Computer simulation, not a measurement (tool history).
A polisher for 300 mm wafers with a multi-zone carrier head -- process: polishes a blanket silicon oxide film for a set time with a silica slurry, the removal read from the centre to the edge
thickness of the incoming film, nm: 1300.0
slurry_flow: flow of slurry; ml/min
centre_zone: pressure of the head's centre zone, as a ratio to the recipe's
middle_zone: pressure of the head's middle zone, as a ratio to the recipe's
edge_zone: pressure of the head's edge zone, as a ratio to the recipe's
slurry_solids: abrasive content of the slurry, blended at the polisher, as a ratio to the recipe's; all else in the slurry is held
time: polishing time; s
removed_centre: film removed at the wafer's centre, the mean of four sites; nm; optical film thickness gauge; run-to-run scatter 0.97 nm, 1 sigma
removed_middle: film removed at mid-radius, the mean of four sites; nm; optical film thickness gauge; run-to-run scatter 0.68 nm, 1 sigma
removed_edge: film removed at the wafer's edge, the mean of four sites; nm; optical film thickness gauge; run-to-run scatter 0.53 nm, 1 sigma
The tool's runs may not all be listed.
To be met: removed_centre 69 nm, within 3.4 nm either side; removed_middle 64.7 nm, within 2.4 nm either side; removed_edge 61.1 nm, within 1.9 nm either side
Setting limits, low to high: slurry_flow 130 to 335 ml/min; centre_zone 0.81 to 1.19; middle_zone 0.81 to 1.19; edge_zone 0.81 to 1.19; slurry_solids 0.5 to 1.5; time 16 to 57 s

run,day,slurry_flow,centre_zone,middle_zone,edge_zone,slurry_solids,time,removed_centre,removed_middle,removed_edge
1,0,215,1,1,1,1,36,106.15,105.5,108.1
2,0.342,215,1.01,1,0.97,0.9,34,98.955,94.065,93.652
3,0.704,180,1.01,1,0.97,0.9,34,95.861,92.238,94.185
4,0.988,190,1,1,0.96,0.85,33,91.832,87.625,88.465
5,1.083,195,0.99,1,0.95,0.8,32,84.103,81.878,82.249
6,1.167,195,0.92,1,0.95,0.8,32,78.822,81.269,82.521
7,1.483,200,1.02,1,0.85,0.55,28,59.357,56.509,52.472
8,1.775,200,1.03,1.01,0.87,0.55,28,59.973,57.703,54.24
9,1.942,205,1.05,1.02,0.88,0.55,28,61.755,57.232,55.44
10,2.292,205,1.06,1.04,0.88,0.55,28,60.685,58.774,54.38
11,2.371,205,1.07,1.05,0.89,0.55,28,62.358,58.946,55
12,2.654,205,1.08,1.06,0.9,0.55,28,63.608,60.327,54.911
13,2.908,205,1.08,1.06,0.91,0.55,28,62.674,59.122,56.277
14,3.008,205,1.09,1.07,0.92,0.55,28,62.106,59.55,55.516
15,3.254,210,1.1,1.07,0.93,0.55,28,64.94,60.889,55.816
16,3.379,210,1.1,1.07,0.94,0.55,28,62.986,60.167,55.996
17,3.662,210,1.11,1.07,0.95,0.55,28,64.765,60.385,55.921
18,3.9,210,1.11,1.07,0.97,0.55,28,64.719,60.345,57.754
19,4.225,210,1.12,1.08,0.98,0.55,28,65.302,59.968,56.984
20,4.408,215,1.12,1.09,0.99,0.55,28,66.18,60.775,57.377
21,4.521,215,1.12,1.1,1,0.55,28,65.954,60.978,58.042
22,4.725,215,1.12,1.11,1.01,0.55,28,64.885,62.77,57.839
23,4.821,245,1.15,1.09,1.07,0.6,28,72.496,64.55,64.045

Which one of the following 4 next-run settings gets every result inside its allowed miss? There is exactly one.
A,4.917,220,1.12,0.99,1.06,0.65,28,?,?,?
B,4.917,250,1.19,1.19,1,0.65,24,?,?,?
C,4.917,255,1.14,1.13,1.07,0.55,28,?,?,?
D,4.917,280,1.14,1.01,1.07,0.6,26,?,?,?

move,removed_centre,removed_middle,removed_edge
A,72.511,63.447,67.768
B,67.036,64.385,56.806
C,66.734,64.027,61.077
D,66.509,57.982,60.844
A: the biggest miss grows against the last run
B: moves the result that the last run missed by most past its target, out the other side
C: in spec on every target
D: the worst result of the last run now meets its target, but another is out of spec
Go with C: it meets all targets.

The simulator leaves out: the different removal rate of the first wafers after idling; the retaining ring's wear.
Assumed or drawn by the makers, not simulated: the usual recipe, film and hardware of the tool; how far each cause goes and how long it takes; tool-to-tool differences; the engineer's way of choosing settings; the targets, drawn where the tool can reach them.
